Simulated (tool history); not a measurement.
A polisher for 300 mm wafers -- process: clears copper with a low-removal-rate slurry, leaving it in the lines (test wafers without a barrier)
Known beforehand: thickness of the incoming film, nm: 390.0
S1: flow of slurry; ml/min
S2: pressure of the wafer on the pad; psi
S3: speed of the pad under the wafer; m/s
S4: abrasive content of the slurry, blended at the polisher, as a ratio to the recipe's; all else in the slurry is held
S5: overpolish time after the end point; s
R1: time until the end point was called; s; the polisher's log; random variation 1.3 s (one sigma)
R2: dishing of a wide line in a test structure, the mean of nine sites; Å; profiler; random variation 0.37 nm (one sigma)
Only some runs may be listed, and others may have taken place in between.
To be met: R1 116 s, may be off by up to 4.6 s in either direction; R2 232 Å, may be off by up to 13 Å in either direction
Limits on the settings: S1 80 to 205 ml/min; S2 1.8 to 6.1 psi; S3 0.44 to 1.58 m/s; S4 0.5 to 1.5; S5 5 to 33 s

{"run": 1, "hour": 0.0, "S1": 135, "S2": 3.9, "S3": 1, "S4": 1, "S5": 17, "R1": 87.408, "R2": 420.79}
{"run": 2, "hour": 6.2, "S1": 135, "S2": 3.8, "S3": 1, "S4": 1, "S5": 16, "R1": 88.772, "R2": 388.83}
{"run": 3, "hour": 11.9, "S1": 135, "S2": 4.6, "S3": 1, "S4": 1, "S5": 16, "R1": 78.067, "R2": 446.41}
{"run": 4, "hour": 18.2, "S1": 135, "S2": 4.3, "S3": 1, "S4": 1, "S5": 15, "R1": 81.472, "R2": 410.71}
{"run": 5, "hour": 25.2, "S1": 135, "S2": 4.1, "S3": 1, "S4": 1, "S5": 14, "R1": 83.601, "R2": 364.72}
{"run": 6, "hour": 26.9, "S1": 135, "S2": 3.9, "S3": 1, "S4": 1, "S5": 14, "R1": 89.896, "R2": 370.8}
{"run": 7, "hour": 33.4, "S1": 135, "S2": 3.8, "S3": 1, "S4": 1, "S5": 13, "R1": 91.187, "R2": 338.83}
{"run": 8, "hour": 35.4, "S1": 135, "S2": 3.7, "S3": 1, "S4": 1, "S5": 12, "R1": 92.203, "R2": 316.86}
{"run": 9, "hour": 41.6, "S1": 135, "S2": 3.6, "S3": 1, "S4": 1, "S5": 12, "R1": 93.7, "R2": 291.91}
{"run": 10, "hour": 43.5, "S1": 135, "S2": 3.5, "S3": 1, "S4": 1, "S5": 12, "R1": 96.997, "R2": 287.46}
{"run": 11, "hour": 50.5, "S1": 135, "S2": 3.4, "S3": 1, "S4": 1, "S5": 12, "R1": 99.447, "R2": 286.32}

Below are 4 possible settings for the next run. Only one of them brings all results inside the allowed miss of their targets. Which is it?
{"run": "A", "hour": 57.5, "S1": 180, "S2": 3, "S3": 0.78, "S4": 1.25, "S5": 11, "R1": "?", "R2": "?"}
{"run": "B", "hour": 57.5, "S1": 140, "S2": 3.5, "S3": 1.14, "S4": 1.15, "S5": 12, "R1": "?", "R2": "?"}
{"run": "C", "hour": 57.5, "S1": 160, "S2": 3.8, "S3": 0.84, "S4": 1, "S5": 17, "R1": "?", "R2": "?"}
{"run": "D", "hour": 57.5, "S1": 125, "S2": 3.4, "S3": 0.78, "S4": 0.95, "S5": 21, "R1": "?", "R2": "?"}

move=A R1=115.94 R2=232.61
move=B R1=82.86 R2=333.12
move=C R1=99.061 R2=382.45
move=D R1=121.1 R2=383.07
A: all results in spec
B: misses by more than the last run did
C: misses by more than the last run did
D: misses by more than the last run did
Correct choice: A, which meets every target
